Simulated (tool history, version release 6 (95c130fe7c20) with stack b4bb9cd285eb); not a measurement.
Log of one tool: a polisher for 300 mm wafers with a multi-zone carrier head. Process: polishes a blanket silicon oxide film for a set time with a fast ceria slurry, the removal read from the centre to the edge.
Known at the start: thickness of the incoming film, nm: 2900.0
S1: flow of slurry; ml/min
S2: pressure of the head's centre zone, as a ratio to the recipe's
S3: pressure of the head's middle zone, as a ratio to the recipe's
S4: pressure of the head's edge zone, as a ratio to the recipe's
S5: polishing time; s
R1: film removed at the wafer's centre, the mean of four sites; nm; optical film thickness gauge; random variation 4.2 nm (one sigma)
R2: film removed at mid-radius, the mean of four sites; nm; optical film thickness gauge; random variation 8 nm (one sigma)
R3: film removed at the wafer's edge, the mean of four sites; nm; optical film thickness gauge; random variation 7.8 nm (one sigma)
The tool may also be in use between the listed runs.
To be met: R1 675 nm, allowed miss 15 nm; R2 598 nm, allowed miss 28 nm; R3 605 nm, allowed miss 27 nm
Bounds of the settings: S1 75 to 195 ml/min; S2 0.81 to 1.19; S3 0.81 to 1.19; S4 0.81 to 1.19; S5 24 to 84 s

| run | hour | S1 | S2 | S3 | S4 | S5 | R1 | R2 | R3 |
|---|---|---|---|---|---|---|---|---|---|
| 1 | 0 | 125 | 1 | 1 | 1 | 54 | 795.45 | 802.38 | 782.45 |
| 2 | 1.9 | 125 | 1 | 1 | 1.06 | 54 | 787.84 | 832.35 | 788.35 |
| 3 | 4.3 | 95 | 1 | 1 | 1.06 | 54 | 727.4 | 744 | 764.32 |
| 4 | 11.3 | 95 | 1 | 1 | 0.99 | 54 | 727.4 | 743.92 | 746.78 |
| 5 | 19.5 | 95 | 1.01 | 0.99 | 0.97 | 52 | 707.08 | 692.61 | 721.66 |
| 6 | 20.6 | 95 | 1.01 | 1.05 | 0.97 | 52 | 703.63 | 764.19 | 718.56 |
| 7 | 22.1 | 90 | 1.07 | 0.95 | 0.87 | 46 | 644.17 | 605.09 | 580.46 |
| 8 | 26.3 | 90 | 1.07 | 0.94 | 0.88 | 46 | 646.03 | 610.83 | 586 |

4 next moves are on the table. One of them brings every result within its allowed miss. Which?
| A | 30.5 | 120 | 1.19 | 1.12 | 0.81 | 41 | ? | ? | ? |
| B | 30.5 | 75 | 1.03 | 0.87 | 0.92 | 52 | ? | ? | ? |
| C | 30.5 | 100 | 1.09 | 0.86 | 0.83 | 47 | ? | ? | ? |
| D | 30.5 | 120 | 1.07 | 0.92 | 0.93 | 43 | ? | ? | ? |

| move | R1 | R2 | R3 |
|---|---|---|---|
| A | 715.8 | 655.48 | 555.48 |
| B | 648.3 | 601.69 | 671.87 |
| C | 705.99 | 602.81 | 622.53 |
| D | 673.81 | 605.85 | 621.27 |
A: takes the result that was furthest off past its target
B: further off than the last run
C: takes the result that was furthest off past its target
D: meets every target
Move D is the one to make.
